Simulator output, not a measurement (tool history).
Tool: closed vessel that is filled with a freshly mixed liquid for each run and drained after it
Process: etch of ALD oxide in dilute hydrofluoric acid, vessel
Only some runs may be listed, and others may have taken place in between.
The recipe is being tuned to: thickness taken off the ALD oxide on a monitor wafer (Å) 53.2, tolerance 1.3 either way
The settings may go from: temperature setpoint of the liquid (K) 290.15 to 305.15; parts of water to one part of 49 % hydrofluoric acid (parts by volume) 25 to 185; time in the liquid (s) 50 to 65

run	hour	temperature setpoint of the liquid (K)	parts of water to one part of 49 % hydrofluoric acid (parts by volume)	time in the liquid (s)	thickness taken off the ALD oxide on a monitor wafer (Å)
1	0	297.15	105	65	100.39
2	1.7	295.15	115	65	84.3
3	5.2	295.15	115	50	64.41
4	7.2	295.15	150	50	47.534
5	9.2	295.65	150	50	48.24
6	12.5	296.15	150	50	49.999
7	21	296.65	150	50	50.787
8	28.4	297.15	150	50	51.652

4 candidate next runs follow, results not yet known. Just one meets every target within its allowed miss. Identify it.
A	35.8	295.15	180	65	?
B	35.8	296.65	150	50	?
C	35.8	293.15	150	60	?
D	35.8	296.65	155	50	?

move	thickness taken off the ALD oxide on a monitor wafer (Å)
A	50.305
B	50.818
C	53.181
D	48.903
A: its largest miss is bigger than the last run's
B: its largest miss is bigger than the last run's
C: every result lands within tolerance
D: its largest miss is bigger than the last run's
So the answer is move C, the one that meets all the targets.
